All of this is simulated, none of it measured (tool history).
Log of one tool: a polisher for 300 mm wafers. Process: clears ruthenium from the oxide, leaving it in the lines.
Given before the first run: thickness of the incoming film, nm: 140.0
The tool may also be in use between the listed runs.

run  hour  flow of slurry (ml/min)  pressure of the wafer on the pad (kPa)  speed of the pad under the wafer (m/s)  overpolish time after the end point (s)  time until the end point was called (s)
  1     0                      210                                    16.5                                    1.02                                       26                                   124.97
  2   6.6                      210                                    16.5                                    1.02                                       26                                   120.88
  3  11.7                      210                                    14.5                                    1.02                                       26                                   149.12
  4  17.5                      210                                    16.5                                    1.02                                       26                                   124.21
  5  20.4                      210                                    18.6                                    1.04                                       26                                   111.95
  6  26.4                      210                                    20.7                                    1.12                                       26                                   92.402
  7  32.3                      210                                    22.1                                    1.16                                       26                                   81.123

What will run 8 give?
  8  36.8                      210                                    22.8                                    1.18                                       26                                        ?

{"run 8": {"time until the end point was called (s)": 79.656}}
